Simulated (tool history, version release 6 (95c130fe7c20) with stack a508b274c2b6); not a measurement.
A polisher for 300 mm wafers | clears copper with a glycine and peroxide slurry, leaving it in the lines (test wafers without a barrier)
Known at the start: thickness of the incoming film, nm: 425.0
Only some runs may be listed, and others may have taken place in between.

run  hour  flow of slurry (ml/min)  pressure of the wafer on the pad (psi)  speed of the pad under the wafer (cm/s)  overpolish time after the end point (s)  time until the end point was called (s)  dishing of a wide line in a test structure (nm)
  1   0.0                      215                                     2.7                                       78                                       16                                   120.75                                           16.089
  2   3.0                      215                                     3.0                                       78                                       16                                   105.34                                           16.709
  3   5.8                      215                                     3.0                                       78                                       19                                   111.34                                           17.426
  4  11.5                      200                                     2.8                                       84                                       17                                   113.16                                           17.137
  5  14.7                      240                                     2.8                                       84                                       17                                   106.27                                           16.960
  6  22.3                      255                                     2.9                                       76                                       15                                   113.42                                           16.536
  7  30.8                      235                                     2.7                                       82                                       14                                   112.17                                           16.166
  8  33.0                      220                                     2.8                                       78                                       13                                   117.83                                           15.729
  9  36.6                      205                                     2.8                                       78                                       12                                   117.08                                           15.061
 10  38.2                      195                                     3.0                                       74                                       11                                   116.58                                           14.855

Run 11 has not been measured yet. What should we expect?
     42.6  -- slurry nozzle cleaned
 11  42.6                      185                                     3.2                                       70                                       10                                        ?                                                ?

Run 11 came out at time until the end point was called (s) 110.66, dishing of a wide line in a test structure (nm) 13.737.

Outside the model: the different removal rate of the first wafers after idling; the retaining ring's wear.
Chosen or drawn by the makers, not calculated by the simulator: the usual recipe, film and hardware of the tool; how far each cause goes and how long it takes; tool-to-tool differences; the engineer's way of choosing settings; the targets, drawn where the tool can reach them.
